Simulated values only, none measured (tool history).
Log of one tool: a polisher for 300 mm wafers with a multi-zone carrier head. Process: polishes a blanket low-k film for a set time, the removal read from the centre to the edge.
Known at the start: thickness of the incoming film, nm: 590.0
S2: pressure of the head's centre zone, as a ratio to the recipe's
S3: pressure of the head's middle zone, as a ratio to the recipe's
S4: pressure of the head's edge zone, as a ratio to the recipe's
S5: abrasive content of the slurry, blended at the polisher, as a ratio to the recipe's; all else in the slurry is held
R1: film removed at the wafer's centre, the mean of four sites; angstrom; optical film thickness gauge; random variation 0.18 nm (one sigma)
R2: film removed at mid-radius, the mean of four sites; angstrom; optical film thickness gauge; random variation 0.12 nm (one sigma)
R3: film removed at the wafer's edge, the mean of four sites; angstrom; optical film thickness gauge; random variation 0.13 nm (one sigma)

Run 1, hour 0: flow of slurry (ml/min) 235, S2 1, S3 1, S4 1, S5 1, polishing time (s) 60. Result: R1 229.1 angstrom, R2 226.51 angstrom, R3 232.99 angstrom.
Run 2, hour 1.3: flow of slurry (ml/min) 235, S2 1, S3 1, S4 1, S5 1.15, polishing time (s) 60. Result: R1 244.82 angstrom, R2 245.01 angstrom, R3 246.46 angstrom.
Run 3, hour 6: flow of slurry (ml/min) 230, S2 0.97, S3 0.98, S4 0.96, S5 1.1, polishing time (s) 60. Result: R1 234.44 angstrom, R2 236.92 angstrom, R3 234.56 angstrom.
Run 4, hour 12.3: flow of slurry (ml/min) 220, S2 0.94, S3 0.95, S4 0.94, S5 1.05, polishing time (s) 60. Result: R1 217.59 angstrom, R2 227.16 angstrom, R3 228.17 angstrom.
Run 5, hour 14.1: flow of slurry (ml/min) 215, S2 0.93, S3 0.92, S4 0.92, S5 1, polishing time (s) 60. Result: R1 205.19 angstrom, R2 214.99 angstrom, R3 222.25 angstrom.
Run 6, hour 19.7: flow of slurry (ml/min) 215, S2 0.93, S3 0.92, S4 0.92, S5 1, polishing time (s) 67. Result: R1 236.3 angstrom, R2 241.46 angstrom, R3 249.72 angstrom.
Run 7, hour 22.3: flow of slurry (ml/min) 215, S2 0.93, S3 0.91, S4 0.9, S5 0.9, polishing time (s) 67. Result: R1 225.4 angstrom, R2 225.45 angstrom, R3 235.18 angstrom.
Run 8, hour 29.5: flow of slurry (ml/min) 210, S2 0.92, S3 0.9, S4 0.88, S5 0.85, polishing time (s) 67. Result: R1 213.49 angstrom, R2 221.83 angstrom, R3 227.8 angstrom.

Forecast run 9:
Run 9, hour 31.4: flow of slurry (ml/min) 205, S2 0.92, S3 0.89, S4 0.87, S5 0.8, polishing time (s) 67. Result: R1 ?, R2 ?, R3 ?.

Run 9 gave R1 206.94 angstrom, R2 210.73 angstrom, R3 220.34 angstrom.

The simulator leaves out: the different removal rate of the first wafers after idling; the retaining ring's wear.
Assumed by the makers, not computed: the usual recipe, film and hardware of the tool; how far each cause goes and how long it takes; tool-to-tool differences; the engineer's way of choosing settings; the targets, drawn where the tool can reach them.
